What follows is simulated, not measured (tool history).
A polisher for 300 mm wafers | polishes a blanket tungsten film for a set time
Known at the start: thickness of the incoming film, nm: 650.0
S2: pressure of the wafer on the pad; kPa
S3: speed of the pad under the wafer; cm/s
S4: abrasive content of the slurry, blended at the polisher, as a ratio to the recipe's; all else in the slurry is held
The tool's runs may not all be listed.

Run 1, hour 0.0: flow of slurry (ml/min) 195, S2 31.7 kPa, S3 122 cm/s, S4 1.0, polishing time (s) 23. Result: film removed (nm) 148.61.
Run 2, hour 6.9: flow of slurry (ml/min) 200, S2 33.1 kPa, S3 122 cm/s, S4 1.0, polishing time (s) 23. Result: film removed (nm) 153.85.
Run 3, hour 12.0: flow of slurry (ml/min) 200, S2 33.1 kPa, S3 122 cm/s, S4 1.0, polishing time (s) 23. Result: film removed (nm) 154.46.
Run 4, hour 18.7: flow of slurry (ml/min) 200, S2 26.2 kPa, S3 122 cm/s, S4 1.0, polishing time (s) 23. Result: film removed (nm) 130.49.
Run 5, hour 21.1: flow of slurry (ml/min) 200, S2 26.2 kPa, S3 134 cm/s, S4 1.0, polishing time (s) 23. Result: film removed (nm) 143.45.
Run 6, hour 22.6: flow of slurry (ml/min) 200, S2 26.2 kPa, S3 144 cm/s, S4 1.0, polishing time (s) 23. Result: film removed (nm) 154.71.
Run 7, hour 30.8: flow of slurry (ml/min) 205, S2 27.6 kPa, S3 144 cm/s, S4 1.0, polishing time (s) 23. Result: film removed (nm) 158.95.

The next listed run, before its measurement:
Run 8, hour 37.1: flow of slurry (ml/min) 205, S2 29.0 kPa, S3 144 cm/s, S4 1.0, polishing time (s) 23. Result: film removed (nm) ?.

{"run 8": {"film removed (nm)": 165.18}}
